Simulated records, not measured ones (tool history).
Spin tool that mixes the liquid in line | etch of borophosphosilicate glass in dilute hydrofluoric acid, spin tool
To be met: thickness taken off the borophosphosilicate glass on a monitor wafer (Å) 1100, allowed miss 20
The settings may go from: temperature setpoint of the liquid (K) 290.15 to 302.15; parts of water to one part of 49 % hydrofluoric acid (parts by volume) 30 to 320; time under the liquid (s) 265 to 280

| run | hour | temperature setpoint of the liquid (K) | parts of water to one part of 49 % hydrofluoric acid (parts by volume) | time under the liquid (s) | thickness taken off the borophosphosilicate glass on a monitor wafer (Å) |
|---|---|---|---|---|---|
| 1 | 0 | 294.15 | 175 | 265 | 762.84 |
| 2 | 3 | 296.15 | 170 | 265 | 841.29 |
| 3 | 9.5 | 297.65 | 165 | 265 | 927.96 |
| 4 | 18.2 | 299.65 | 165 | 265 | 997.72 |
| 5 | 19.4 | 300.15 | 165 | 265 | 1020 |
| 6 | 25.2 | 300.15 | 165 | 265 | 1027.1 |
| 7 | 33.4 | 300.65 | 165 | 265 | 1029.9 |
| 8 | 41.6 | 301.15 | 165 | 265 | 1063.4 |

4 next moves are on the table. One of them brings every result within its allowed miss. Which?
| A | 49.8 | 302.15 | 180 | 280 | ? |
| B | 49.8 | 301.65 | 170 | 280 | ? |
| C | 49.8 | 301.65 | 170 | 265 | ? |
| D | 49.8 | 299.65 | 165 | 280 | ? |

| move | thickness taken off the borophosphosilicate glass on a monitor wafer (Å) |
|---|---|
| A | 1039.3 |
| B | 1094.3 |
| C | 1035.7 |
| D | 1054.7 |
A: further off than the last run
B: meets every target
C: further off than the last run
D: further off than the last run
Answer: B
